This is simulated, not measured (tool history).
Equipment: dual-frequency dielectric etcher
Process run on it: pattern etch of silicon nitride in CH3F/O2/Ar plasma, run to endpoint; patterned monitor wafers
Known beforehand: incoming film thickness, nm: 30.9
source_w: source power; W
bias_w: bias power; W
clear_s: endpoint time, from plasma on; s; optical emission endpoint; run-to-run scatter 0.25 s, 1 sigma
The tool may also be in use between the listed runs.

run 1 hour=0.0 | source_w=380 bias_w=74 | clear_s=44.691
run 2 hour=6.0 | source_w=450 bias_w=74 | clear_s=41.981
run 3 hour=13.4 | source_w=400 bias_w=69 | clear_s=44.946
run 4 hour=18.2 | source_w=360 bias_w=65 | clear_s=48.125
run 5 hour=23.4 | source_w=360 bias_w=71 | clear_s=46.611
run 6 hour=30.2 | source_w=360 bias_w=60 | clear_s=49.693
run 7 hour=36.2 | source_w=330 bias_w=59 | clear_s=51.606

Forecast run 8:
-- hour=44.7 bias power generator calibrated
run 8 hour=44.7 | source_w=310 bias_w=59 | clear_s=?

Run 8 came out at clear_s 54.078 s.
